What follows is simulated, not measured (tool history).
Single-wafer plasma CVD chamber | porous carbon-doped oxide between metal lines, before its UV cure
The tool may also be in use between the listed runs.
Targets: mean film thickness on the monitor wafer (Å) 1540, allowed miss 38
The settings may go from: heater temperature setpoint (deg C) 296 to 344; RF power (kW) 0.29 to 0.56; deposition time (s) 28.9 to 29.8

run,day,heater temperature setpoint (deg C),RF power (kW),deposition time (s),mean film thickness on the monitor wafer (Å)
1,0,320,0.425,28.9,1322
2,0.358,320,0.37,28.9,1251.7
3,0.646,327,0.37,28.9,1201.2
4,0.933,332,0.37,28.9,1173
5,1.092,326,0.4,29.1,1267.2
6,1.275,321,0.42,29.2,1335.5
7,1.421,317,0.43,29.3,1376.7
8,1.608,314,0.44,29.4,1434
9,1.888,312,0.445,29.4,1464.7
10,1.988,310,0.45,29.4,1496.1
11,2.35,309,0.45,29.4,1497.7

Which of these 5 next moves meets every target?
A,2.712,313,0.455,29.4,?
B,2.712,311,0.43,28.9,?
C,2.712,311,0.45,29.1,?
D,2.712,299,0.37,29.1,?
E,2.712,313,0.48,29.8,?

move,mean film thickness on the monitor wafer (Å)
A,1468.4
B,1421.3
C,1463.4
D,1438.3
E,1526.8
A: further off than the last run
B: further off than the last run
C: further off than the last run
D: further off than the last run
E: meets every target
The right move is E.
